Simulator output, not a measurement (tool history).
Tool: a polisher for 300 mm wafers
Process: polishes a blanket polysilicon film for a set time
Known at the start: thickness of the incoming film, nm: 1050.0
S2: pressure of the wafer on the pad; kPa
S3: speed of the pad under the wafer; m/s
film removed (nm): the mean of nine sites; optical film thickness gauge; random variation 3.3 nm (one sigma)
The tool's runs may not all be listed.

run 1 hour=0 | flow_of_slurry_(ml/min)=315 S2=19.3 S3=0.9 polishing_time_(s)=69 | film_removed_(nm)=572.98
run 2 hour=8.5 | flow_of_slurry_(ml/min)=345 S2=19.3 S3=0.9 polishing_time_(s)=69 | film_removed_(nm)=575.2
run 3 hour=13.9 | flow_of_slurry_(ml/min)=345 S2=19.3 S3=0.9 polishing_time_(s)=69 | film_removed_(nm)=569.65
run 4 hour=16.8 | flow_of_slurry_(ml/min)=345 S2=16.5 S3=0.84 polishing_time_(s)=69 | film_removed_(nm)=487.23
run 5 hour=19.2 | flow_of_slurry_(ml/min)=345 S2=20.7 S3=0.84 polishing_time_(s)=69 | film_removed_(nm)=584.19
run 6 hour=22.1 | flow_of_slurry_(ml/min)=345 S2=20.7 S3=0.84 polishing_time_(s)=73 | film_removed_(nm)=625.27
run 7 hour=24.2 | flow_of_slurry_(ml/min)=345 S2=17.9 S3=0.74 polishing_time_(s)=73 | film_removed_(nm)=506.06
run 8 hour=32.6 | flow_of_slurry_(ml/min)=345 S2=15.9 S3=0.66 polishing_time_(s)=73 | film_removed_(nm)=425.73
run 9 hour=36.1 | flow_of_slurry_(ml/min)=345 S2=14.5 S3=0.6 polishing_time_(s)=73 | film_removed_(nm)=364.75

The next listed run, before its measurement:
run 10 hour=43.1 | flow_of_slurry_(ml/min)=345 S2=13.1 S3=0.58 polishing_time_(s)=73 | film_removed_(nm)=?

{"run 10": {"film removed (nm)": 327.97}}
